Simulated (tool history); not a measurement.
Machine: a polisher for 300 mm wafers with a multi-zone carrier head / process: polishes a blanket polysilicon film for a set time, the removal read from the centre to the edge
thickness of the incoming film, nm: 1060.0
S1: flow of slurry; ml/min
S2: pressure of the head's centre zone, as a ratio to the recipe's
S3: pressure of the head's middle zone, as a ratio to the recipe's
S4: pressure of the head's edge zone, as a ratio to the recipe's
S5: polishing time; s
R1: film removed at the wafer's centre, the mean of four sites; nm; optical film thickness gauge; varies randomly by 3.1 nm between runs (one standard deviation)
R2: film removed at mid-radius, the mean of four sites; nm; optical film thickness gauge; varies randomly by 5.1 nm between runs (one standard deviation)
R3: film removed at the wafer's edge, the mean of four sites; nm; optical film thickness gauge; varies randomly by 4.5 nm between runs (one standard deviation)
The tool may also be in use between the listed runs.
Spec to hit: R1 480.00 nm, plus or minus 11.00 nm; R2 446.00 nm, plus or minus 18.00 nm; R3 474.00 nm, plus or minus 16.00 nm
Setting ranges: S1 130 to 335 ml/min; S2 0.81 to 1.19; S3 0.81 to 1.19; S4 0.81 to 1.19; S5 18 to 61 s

Run 1, hour 0.0: S1 215 ml/min, S2 1.00, S3 1.00, S4 1.00, S5 39 s. Result: R1 340.82 nm, R2 318.89 nm, R3 320.78 nm.
Run 2, hour 7.5: S1 215 ml/min, S2 1.00, S3 1.00, S4 1.02, S5 41 s. Result: R1 358.18 nm, R2 335.77 nm, R3 350.62 nm.
Run 3, hour 16.3: S1 220 ml/min, S2 1.02, S3 1.02, S4 1.04, S5 42 s. Result: R1 373.75 nm, R2 360.30 nm, R3 355.68 nm.
Run 4, hour 23.9: S1 220 ml/min, S2 1.02, S3 1.02, S4 1.04, S5 47 s. Result: R1 420.01 nm, R2 397.52 nm, R3 398.31 nm.
At hour 27.8: centre zone pressure recalibrated.
Run 5, hour 27.8: S1 225 ml/min, S2 1.02, S3 1.02, S4 1.06, S5 47 s. Result: R1 399.42 nm, R2 398.11 nm, R3 404.13 nm.
Run 6, hour 31.5: S1 225 ml/min, S2 1.02, S3 1.07, S4 1.06, S5 47 s. Result: R1 393.80 nm, R2 416.06 nm, R3 407.93 nm.
Run 7, hour 38.3: S1 225 ml/min, S2 1.03, S3 1.06, S4 1.07, S5 48 s. Result: R1 408.33 nm, R2 419.58 nm, R3 412.24 nm.
Run 8, hour 42.3: S1 230 ml/min, S2 1.04, S3 1.05, S4 1.08, S5 49 s. Result: R1 422.22 nm, R2 432.62 nm, R3 428.67 nm.
Run 9, hour 47.0: S1 230 ml/min, S2 1.04, S3 1.05, S4 1.08, S5 49 s. Result: R1 424.20 nm, R2 437.75 nm, R3 426.29 nm.
Run 10, hour 49.6: S1 230 ml/min, S2 1.04, S3 1.03, S4 1.09, S5 49 s. Result: R1 419.82 nm, R2 419.18 nm, R3 425.15 nm.
Run 11, hour 52.7: S1 230 ml/min, S2 1.04, S3 1.02, S4 1.09, S5 50 s. Result: R1 434.49 nm, R2 430.13 nm, R3 429.98 nm.
Run 12, hour 59.1: S1 230 ml/min, S2 1.04, S3 1.01, S4 1.10, S5 51 s. Result: R1 440.97 nm, R2 428.89 nm, R3 440.63 nm.
Run 13, hour 65.0: S1 240 ml/min, S2 1.05, S3 0.99, S4 1.12, S5 53 s. Result: R1 464.54 nm, R2 440.13 nm, R3 462.97 nm.

Which single option among these 5 for the next run brings every result within its allowed miss of target? Just one does.
Run A, hour 70.9: S1 205 ml/min, S2 1.07, S3 0.98, S4 1.09, S5 55 s. Result: R1 ?, R2 ?, R3 ?.
Run B, hour 70.9: S1 245 ml/min, S2 1.01, S3 1.11, S4 1.11, S5 53 s. Result: R1 ?, R2 ?, R3 ?.
Run C, hour 70.9: S1 235 ml/min, S2 1.12, S3 0.89, S4 1.09, S5 51 s. Result: R1 ?, R2 ?, R3 ?.
Run D, hour 70.9: S1 260 ml/min, S2 1.00, S3 0.97, S4 1.19, S5 54 s. Result: R1 ?, R2 ?, R3 ?.
Run E, hour 70.9: S1 240 ml/min, S2 1.08, S3 1.03, S4 1.13, S5 49 s. Result: R1 ?, R2 ?, R3 ?.

move      R1      R2      R3
   A  477.51  451.33  470.51
   B  446.85  495.83  465.38
   C  473.59  393.69  443.22
   D  453.95  453.79  495.13
   E  440.44  428.78  433.80
A: in spec on every target
B: moves away from the targets compared with the last run
C: puts the biggest miss on target and leaves a different result outside tolerance
D: moves away from the targets compared with the last run
E: moves away from the targets compared with the last run
Go with A: it meets all targets.
